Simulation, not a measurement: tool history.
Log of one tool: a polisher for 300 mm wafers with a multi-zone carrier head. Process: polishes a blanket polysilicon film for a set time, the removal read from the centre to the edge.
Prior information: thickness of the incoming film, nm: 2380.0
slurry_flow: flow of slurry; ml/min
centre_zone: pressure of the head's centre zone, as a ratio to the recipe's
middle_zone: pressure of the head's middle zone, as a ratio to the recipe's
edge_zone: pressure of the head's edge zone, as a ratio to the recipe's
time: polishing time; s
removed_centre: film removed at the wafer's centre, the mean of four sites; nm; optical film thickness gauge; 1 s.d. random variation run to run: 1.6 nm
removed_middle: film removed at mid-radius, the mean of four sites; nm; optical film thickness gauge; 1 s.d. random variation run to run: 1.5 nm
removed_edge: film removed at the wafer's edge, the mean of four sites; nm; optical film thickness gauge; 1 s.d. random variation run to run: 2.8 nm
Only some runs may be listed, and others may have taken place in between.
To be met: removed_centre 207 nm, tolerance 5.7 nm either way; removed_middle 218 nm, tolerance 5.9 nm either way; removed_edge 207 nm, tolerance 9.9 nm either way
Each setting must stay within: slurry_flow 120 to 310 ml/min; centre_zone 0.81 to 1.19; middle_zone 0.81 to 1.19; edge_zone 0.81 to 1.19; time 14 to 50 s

run	hour	slurry_flow	centre_zone	middle_zone	edge_zone	time	removed_centre	removed_middle	removed_edge
1	0	200	1	1	1	32	283.27	285.99	284.13
2	5.6	170	1	1	1	32	273.31	277.24	280.65
3	13.1	170	1	0.94	1	32	279.33	260.37	273.95
4	19.3	175	0.97	0.94	0.96	31	259.84	252.7	261.5
5	26.6	175	0.97	0.94	1.03	31	263.13	254.05	274.86
# hour 29: worn pad replaced by a new one
6	29	175	0.97	0.94	1	31	275.96	271.94	282.71
7	29.9	230	1.06	1.04	1.1	22	219.59	218.75	221.63
8	32.2	225	1.05	1.05	1.08	22	216.87	220.31	221.56
9	39.2	220	1.05	1.05	1.06	22	213.13	217.6	217.1

Below are 5 possible settings for the next run. Only one of them brings all results inside the allowed miss of their targets. Which is it?
A	46.2	250	1.19	1.1	0.9	20	?	?	?
B	46.2	180	1.14	1.08	1.02	22	?	?	?
C	46.2	225	1.03	1.18	1.05	21	?	?	?
D	46.2	230	1	1.16	0.98	20	?	?	?
E	46.2	170	0.98	1.04	0.94	23	?	?	?

move	removed_centre	removed_middle	removed_edge
A	218.85	208.65	181.73
B	221.26	215.1	204.52
C	205.38	229.62	203.01
D	192.46	216.17	187.44
E	206.63	215.59	204.14
A: moves away from the targets compared with the last run
B: moves away from the targets compared with the last run
C: gets the furthest-off result to its target, but another result is out of tolerance
D: moves the result that the last run missed by most past its target, out the other side
E: hits every target within its allowed miss
Answer: E
